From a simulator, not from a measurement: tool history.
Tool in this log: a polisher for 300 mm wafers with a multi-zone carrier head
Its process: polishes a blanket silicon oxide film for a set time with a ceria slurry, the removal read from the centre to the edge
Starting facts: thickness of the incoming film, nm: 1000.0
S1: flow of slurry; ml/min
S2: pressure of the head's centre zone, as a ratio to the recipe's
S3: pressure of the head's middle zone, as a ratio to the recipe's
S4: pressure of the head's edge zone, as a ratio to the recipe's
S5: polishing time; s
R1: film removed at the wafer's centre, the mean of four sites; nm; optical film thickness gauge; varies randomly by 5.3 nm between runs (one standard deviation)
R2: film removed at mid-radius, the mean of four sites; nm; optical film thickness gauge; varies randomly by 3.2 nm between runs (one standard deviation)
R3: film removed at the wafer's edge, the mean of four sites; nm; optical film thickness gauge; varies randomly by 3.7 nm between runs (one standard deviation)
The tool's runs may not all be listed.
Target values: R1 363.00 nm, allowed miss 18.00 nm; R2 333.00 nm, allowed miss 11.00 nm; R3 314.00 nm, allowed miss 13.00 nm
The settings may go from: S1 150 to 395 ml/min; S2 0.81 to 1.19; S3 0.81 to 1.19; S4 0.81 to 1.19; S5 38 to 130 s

{"run": 1, "hour": 0.0, "S1": 250, "S2": 1.0, "S3": 1.0, "S4": 1.0, "S5": 84, "R1": 296.06, "R2": 254.57, "R3": 271.6}
{"run": 2, "hour": 8.1, "S1": 315, "S2": 1.0, "S3": 1.0, "S4": 1.0, "S5": 84, "R1": 302.94, "R2": 262.93, "R3": 271.87}
{"run": 3, "hour": 12.2, "S1": 315, "S2": 1.01, "S3": 1.01, "S4": 1.01, "S5": 85, "R1": 310.77, "R2": 272.32, "R3": 276.38}
{"run": 4, "hour": 13.9, "S1": 340, "S2": 1.01, "S3": 1.01, "S4": 1.01, "S5": 85, "R1": 310.85, "R2": 267.35, "R3": 276.88}
{"run": 5, "hour": 15.0, "S1": 310, "S2": 1.01, "S3": 1.01, "S4": 1.01, "S5": 85, "R1": 300.2, "R2": 267.63, "R3": 275.55}
{"run": 6, "hour": 23.0, "S1": 310, "S2": 1.02, "S3": 1.02, "S4": 1.01, "S5": 86, "R1": 310.1, "R2": 272.71, "R3": 271.92}
{"run": 7, "hour": 27.5, "S1": 310, "S2": 1.02, "S3": 1.02, "S4": 1.01, "S5": 88, "R1": 314.46, "R2": 282.01, "R3": 282.97}
{"run": 8, "hour": 30.4, "S1": 310, "S2": 1.03, "S3": 1.02, "S4": 1.01, "S5": 89, "R1": 328.17, "R2": 286.3, "R3": 289.48}
{"run": 9, "hour": 35.5, "S1": 310, "S2": 1.04, "S3": 1.03, "S4": 1.02, "S5": 90, "R1": 330.62, "R2": 287.77, "R3": 288.25}
{"hour": 37.0, "done": "centre zone pressure recalibrated"}
{"run": 10, "hour": 37.0, "S1": 335, "S2": 1.04, "S3": 1.1, "S4": 1.02, "S5": 99, "R1": 339.12, "R2": 336.27, "R3": 315.56}
{"run": 11, "hour": 38.0, "S1": 335, "S2": 1.07, "S3": 1.09, "S4": 1.01, "S5": 99, "R1": 338.27, "R2": 339.48, "R3": 322.4}
{"run": 12, "hour": 42.2, "S1": 340, "S2": 1.08, "S3": 1.09, "S4": 1.03, "S5": 98, "R1": 352.64, "R2": 333.4, "R3": 310.81}
{"run": 13, "hour": 45.1, "S1": 340, "S2": 1.08, "S3": 1.08, "S4": 1.03, "S5": 98, "R1": 342.39, "R2": 333.53, "R3": 309.87}
{"run": 14, "hour": 52.2, "S1": 340, "S2": 1.08, "S3": 1.07, "S4": 1.03, "S5": 98, "R1": 344.47, "R2": 320.02, "R3": 315.93}

Exercise: of the 5 proposed moves below, exactly one satisfies all targets within the stated allowed misses. Which move is it?
{"run": "A", "hour": 59.3, "S1": 320, "S2": 1.12, "S3": 0.97, "S4": 1.02, "S5": 100, "R1": "?", "R2": "?", "R3": "?"}
{"run": "B", "hour": 59.3, "S1": 285, "S2": 1.19, "S3": 1.13, "S4": 1.08, "S5": 98, "R1": "?", "R2": "?", "R3": "?"}
{"run": "C", "hour": 59.3, "S1": 210, "S2": 1.19, "S3": 1.02, "S4": 0.85, "S5": 101, "R1": "?", "R2": "?", "R3": "?"}
{"run": "D", "hour": 59.3, "S1": 290, "S2": 1.19, "S3": 0.94, "S4": 0.93, "S5": 103, "R1": "?", "R2": "?", "R3": "?"}
{"run": "E", "hour": 59.3, "S1": 335, "S2": 1.19, "S3": 0.99, "S4": 0.98, "S5": 98, "R1": "?", "R2": "?", "R3": "?"}

move=A R1=359.94 R2=305.52 R3=324.53
move=B R1=370.44 R2=336.70 R3=320.64
move=C R1=364.75 R2=305.42 R3=297.21
move=D R1=389.64 R2=303.35 R3=322.01
move=E R1=376.78 R2=305.81 R3=314.82
A: moves away from the targets compared with the last run
B: all results in spec
C: moves away from the targets compared with the last run
D: moves away from the targets compared with the last run
E: moves away from the targets compared with the last run
The right move is B.
